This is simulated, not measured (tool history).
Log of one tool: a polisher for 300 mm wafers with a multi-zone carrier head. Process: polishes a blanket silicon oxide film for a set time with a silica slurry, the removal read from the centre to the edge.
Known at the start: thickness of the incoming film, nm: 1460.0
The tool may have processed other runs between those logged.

run,hour,flow of slurry (ml/min),pressure of the head's centre zone,pressure of the head's middle zone,pressure of the head's edge zone,abrasive content of the slurry,polishing time (s),film removed at the wafer's centre (Å),film removed at mid-radius (Å),film removed at the wafer's edge (Å)
1,0,220,1,1,1,1,49,1854.2,1740.9,1834.9
2,5.7,220,1,1,1,1.15,49,1943.4,1855,1907.9
3,9,225,1.02,1.01,1.02,1.2,50,2091.2,1952,2030.4
4,10.2,225,0.94,1.01,1.02,1.2,50,1942.2,1978.8,2004.4
5,17.5,225,0.94,1.05,1.02,1.2,50,1929.7,1964.6,1983.7
6,24.4,225,0.94,1.12,1.02,1.2,50,1944.1,2121.8,2003.8

What does the tool deliver on the next run?
7,26.5,235,0.97,1.12,1.03,1.25,50,?,?,?

{"run 7": {"film removed at the wafer's centre (Å)": 2048, "film removed at mid-radius (Å)": 2132.3, "film removed at the wafer's edge (Å)": 2069.6}}

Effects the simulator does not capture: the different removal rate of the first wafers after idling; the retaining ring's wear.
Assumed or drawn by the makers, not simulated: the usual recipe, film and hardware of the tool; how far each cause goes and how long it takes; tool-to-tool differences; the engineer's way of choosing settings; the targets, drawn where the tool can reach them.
